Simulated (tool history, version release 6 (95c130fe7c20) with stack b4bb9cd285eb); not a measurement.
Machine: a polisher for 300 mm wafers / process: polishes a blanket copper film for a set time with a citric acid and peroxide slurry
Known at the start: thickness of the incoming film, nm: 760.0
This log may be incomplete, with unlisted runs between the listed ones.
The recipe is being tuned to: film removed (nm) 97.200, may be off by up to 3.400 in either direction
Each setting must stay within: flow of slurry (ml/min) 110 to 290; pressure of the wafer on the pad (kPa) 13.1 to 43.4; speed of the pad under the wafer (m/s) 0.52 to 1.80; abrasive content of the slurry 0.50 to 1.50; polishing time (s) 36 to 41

run	hour	flow of slurry (ml/min)	pressure of the wafer on the pad (kPa)	speed of the pad under the wafer (m/s)	abrasive content of the slurry	polishing time (s)	film removed (nm)
1	0.0	185	28.3	1.16	1.00	41	124.020
2	3.0	185	28.3	1.16	0.85	41	118.910
3	6.8	185	28.3	1.34	0.85	41	133.300
4	11.2	205	28.3	1.34	0.85	41	134.660
5	19.9	205	31.0	1.34	0.85	41	148.770
6	21.1	205	29.0	1.34	0.85	41	136.990
7	24.4	205	27.6	1.34	0.85	41	131.620
8	32.4	205	26.2	1.34	0.85	41	123.650
9	39.1	190	19.3	1.32	0.85	41	92.063

Exercise: of the 4 proposed moves below, exactly one satisfies all targets within the stated allowed misses. Which move is it?
A	45.8	240	17.9	1.24	1.15	41	?
B	45.8	255	20.7	1.32	0.75	41	?
C	45.8	120	24.1	1.06	0.85	41	?
D	45.8	175	18.6	1.34	0.80	40	?

move	film removed (nm)
A	91.472
B	97.421
C	87.191
D	84.303
A: moves away from the targets compared with the last run
B: in spec on every target
C: moves away from the targets compared with the last run
D: moves away from the targets compared with the last run
So the answer is move B, the one that meets all the targets.

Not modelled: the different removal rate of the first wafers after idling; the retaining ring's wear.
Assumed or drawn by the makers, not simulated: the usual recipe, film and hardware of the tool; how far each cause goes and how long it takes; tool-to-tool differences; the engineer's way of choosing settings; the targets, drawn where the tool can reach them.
